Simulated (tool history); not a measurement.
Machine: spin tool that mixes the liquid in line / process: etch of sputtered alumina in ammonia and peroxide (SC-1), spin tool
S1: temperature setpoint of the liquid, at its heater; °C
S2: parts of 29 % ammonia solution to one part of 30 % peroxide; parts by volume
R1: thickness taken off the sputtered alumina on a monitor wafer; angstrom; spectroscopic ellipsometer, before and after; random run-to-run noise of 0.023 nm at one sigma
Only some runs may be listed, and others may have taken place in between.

Run 1, hour 0.0: S1 60.0 °C, S2 0.80 parts by volume, time under the liquid (s) 95. Result: R1 97.131 angstrom.
Run 2, hour 3.9: S1 60.0 °C, S2 1.00 parts by volume, time under the liquid (s) 95. Result: R1 98.659 angstrom.
Run 3, hour 4.8: S1 60.0 °C, S2 1.15 parts by volume, time under the liquid (s) 95. Result: R1 100.370 angstrom.
Run 4, hour 11.2: S1 59.0 °C, S2 1.15 parts by volume, time under the liquid (s) 95. Result: R1 95.402 angstrom.
Run 5, hour 11.9: S1 58.0 °C, S2 1.15 parts by volume, time under the liquid (s) 95. Result: R1 91.180 angstrom.
Run 6, hour 19.6: S1 58.0 °C, S2 1.15 parts by volume, time under the liquid (s) 95. Result: R1 89.737 angstrom.
Run 7, hour 20.8: S1 57.5 °C, S2 1.15 parts by volume, time under the liquid (s) 95. Result: R1 88.092 angstrom.
Run 8, hour 24.7: S1 57.0 °C, S2 1.15 parts by volume, time under the liquid (s) 95. Result: R1 85.709 angstrom.

Run 9, settings as shown, results not yet in. Your forecast:
Run 9, hour 29.4: S1 56.5 °C, S2 1.15 parts by volume, time under the liquid (s) 95. Result: R1 ?.

{"run 9": {"R1": 83.647}}

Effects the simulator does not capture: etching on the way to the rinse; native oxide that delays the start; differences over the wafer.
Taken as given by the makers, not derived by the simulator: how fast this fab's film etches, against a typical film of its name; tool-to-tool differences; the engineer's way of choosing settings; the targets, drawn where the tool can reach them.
